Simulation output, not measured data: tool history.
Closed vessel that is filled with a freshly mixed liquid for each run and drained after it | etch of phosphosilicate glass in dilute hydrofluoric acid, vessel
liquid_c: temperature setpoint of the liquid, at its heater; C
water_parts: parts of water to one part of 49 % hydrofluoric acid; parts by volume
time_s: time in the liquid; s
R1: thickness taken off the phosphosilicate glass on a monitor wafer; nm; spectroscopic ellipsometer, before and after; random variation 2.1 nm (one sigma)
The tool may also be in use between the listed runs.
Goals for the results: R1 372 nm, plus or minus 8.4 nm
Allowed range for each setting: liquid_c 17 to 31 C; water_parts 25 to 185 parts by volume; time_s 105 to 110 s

Run 1, hour 0: liquid_c 23 C, water_parts 105 parts by volume, time_s 105 s. Result: R1 180.27 nm.
Run 2, hour 8.4: liquid_c 23 C, water_parts 105 parts by volume, time_s 105 s. Result: R1 179.65 nm.
Run 3, hour 13.8: liquid_c 23 C, water_parts 135 parts by volume, time_s 105 s. Result: R1 133.89 nm.
Run 4, hour 18.6: liquid_c 24.5 C, water_parts 125 parts by volume, time_s 105 s. Result: R1 155.5 nm.
Run 5, hour 20.2: liquid_c 24.5 C, water_parts 155 parts by volume, time_s 105 s. Result: R1 121.56 nm.
Run 6, hour 23.8: liquid_c 24.5 C, water_parts 185 parts by volume, time_s 105 s. Result: R1 97.532 nm.
Run 7, hour 25: liquid_c 25.5 C, water_parts 160 parts by volume, time_s 105 s. Result: R1 121.38 nm.
Run 8, hour 27: liquid_c 26.5 C, water_parts 140 parts by volume, time_s 105 s. Result: R1 147.91 nm.
Run 9, hour 35.1: liquid_c 27 C, water_parts 125 parts by volume, time_s 105 s. Result: R1 171.24 nm.
Run 10, hour 36.2: liquid_c 27.5 C, water_parts 110 parts by volume, time_s 105 s. Result: R1 202.58 nm.
Run 11, hour 44.7: liquid_c 28 C, water_parts 100 parts by volume, time_s 105 s. Result: R1 231.59 nm.
Run 12, hour 48.7: liquid_c 28.5 C, water_parts 95 parts by volume, time_s 105 s. Result: R1 248.18 nm.

Which single option among these 4 for the next run brings every result within its allowed miss of target? Just one does.
Run A, hour 52.7: liquid_c 30 C, water_parts 70 parts by volume, time_s 110 s. Result: R1 ?.
Run B, hour 52.7: liquid_c 29.5 C, water_parts 75 parts by volume, time_s 110 s. Result: R1 ?.
Run C, hour 52.7: liquid_c 31 C, water_parts 75 parts by volume, time_s 110 s. Result: R1 ?.
Run D, hour 52.7: liquid_c 31 C, water_parts 85 parts by volume, time_s 105 s. Result: R1 ?.

move      R1
   A  385.83
   B  350.65
   C  371.36
   D  308.13
A: takes the biggest miss from the last run beyond its target
B: nearer than the last run, and not there yet
C: every result lands within tolerance
D: nearer than the last run, and not there yet
Go with C: it meets all targets.

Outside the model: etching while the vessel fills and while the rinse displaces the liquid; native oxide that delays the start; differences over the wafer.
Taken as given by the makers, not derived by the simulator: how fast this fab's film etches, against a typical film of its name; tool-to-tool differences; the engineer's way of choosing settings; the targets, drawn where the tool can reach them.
